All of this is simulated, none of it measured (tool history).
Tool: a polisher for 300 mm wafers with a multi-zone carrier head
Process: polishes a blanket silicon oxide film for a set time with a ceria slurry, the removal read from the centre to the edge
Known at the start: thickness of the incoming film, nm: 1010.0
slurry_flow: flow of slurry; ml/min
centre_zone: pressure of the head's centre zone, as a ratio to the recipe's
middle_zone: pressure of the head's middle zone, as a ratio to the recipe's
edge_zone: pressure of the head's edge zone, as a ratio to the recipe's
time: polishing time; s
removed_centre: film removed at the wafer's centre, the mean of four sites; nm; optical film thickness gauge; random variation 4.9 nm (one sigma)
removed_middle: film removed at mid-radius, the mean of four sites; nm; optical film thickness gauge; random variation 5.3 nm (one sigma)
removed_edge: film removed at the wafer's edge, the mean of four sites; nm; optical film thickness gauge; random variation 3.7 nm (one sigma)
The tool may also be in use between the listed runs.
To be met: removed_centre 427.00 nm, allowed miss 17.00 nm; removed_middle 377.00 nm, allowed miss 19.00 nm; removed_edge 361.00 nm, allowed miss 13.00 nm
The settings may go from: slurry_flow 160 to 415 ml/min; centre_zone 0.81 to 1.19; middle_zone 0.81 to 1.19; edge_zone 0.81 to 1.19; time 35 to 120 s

run 1 hour=0.0 | slurry_flow=265 centre_zone=1.00 middle_zone=1.00 edge_zone=1.00 time=77 | removed_centre=299.65 removed_middle=308.79 removed_edge=297.11
run 2 hour=3.8 | slurry_flow=265 centre_zone=0.93 middle_zone=1.00 edge_zone=1.00 time=77 | removed_centre=277.16 removed_middle=304.91 removed_edge=298.93
run 3 hour=4.3 | slurry_flow=265 centre_zone=0.93 middle_zone=1.00 edge_zone=1.00 time=68 | removed_centre=249.96 removed_middle=268.45 removed_edge=266.03
run 4 hour=9.4 | slurry_flow=265 centre_zone=0.93 middle_zone=0.97 edge_zone=1.00 time=68 | removed_centre=250.63 removed_middle=262.55 removed_edge=261.97
run 5 hour=14.9 | slurry_flow=270 centre_zone=0.97 middle_zone=0.97 edge_zone=1.01 time=71 | removed_centre=278.11 removed_middle=273.09 removed_edge=274.23
run 6 hour=16.1 | slurry_flow=275 centre_zone=1.00 middle_zone=0.98 edge_zone=1.03 time=73 | removed_centre=286.65 removed_middle=281.18 removed_edge=281.74
run 7 hour=20.7 | slurry_flow=275 centre_zone=1.02 middle_zone=0.98 edge_zone=1.03 time=76 | removed_centre=305.78 removed_middle=295.56 removed_edge=298.90
run 8 hour=23.5 | slurry_flow=280 centre_zone=1.04 middle_zone=0.99 edge_zone=1.03 time=78 | removed_centre=316.01 removed_middle=308.51 removed_edge=297.64
run 9 hour=32.0 | slurry_flow=280 centre_zone=1.06 middle_zone=0.99 edge_zone=1.03 time=80 | removed_centre=337.22 removed_middle=309.69 removed_edge=316.13
run 10 hour=37.1 | slurry_flow=285 centre_zone=1.08 middle_zone=1.00 edge_zone=1.02 time=81 | removed_centre=348.75 removed_middle=330.79 removed_edge=310.84

Which of these 4 next moves meets every target?
run A hour=42.2 | slurry_flow=310 centre_zone=1.03 middle_zone=1.19 edge_zone=1.02 time=84 | removed_centre=? removed_middle=? removed_edge=?
run B hour=42.2 | slurry_flow=270 centre_zone=1.11 middle_zone=0.98 edge_zone=0.91 time=98 | removed_centre=? removed_middle=? removed_edge=?
run C hour=42.2 | slurry_flow=270 centre_zone=1.07 middle_zone=1.04 edge_zone=0.91 time=73 | removed_centre=? removed_middle=? removed_edge=?
run D hour=42.2 | slurry_flow=280 centre_zone=1.10 middle_zone=1.09 edge_zone=1.01 time=88 | removed_centre=? removed_middle=? removed_edge=?

move=A removed_centre=347.62 removed_middle=393.15 removed_edge=327.38
move=B removed_centre=429.44 removed_middle=382.67 removed_edge=358.69
move=C removed_centre=308.41 removed_middle=299.80 removed_edge=266.98
move=D removed_centre=384.20 removed_middle=377.64 removed_edge=338.96
A: as far off as the last run
B: meets every target
C: further off than the last run
D: nearer than the last run, and not there yet
Move B is the one to make.
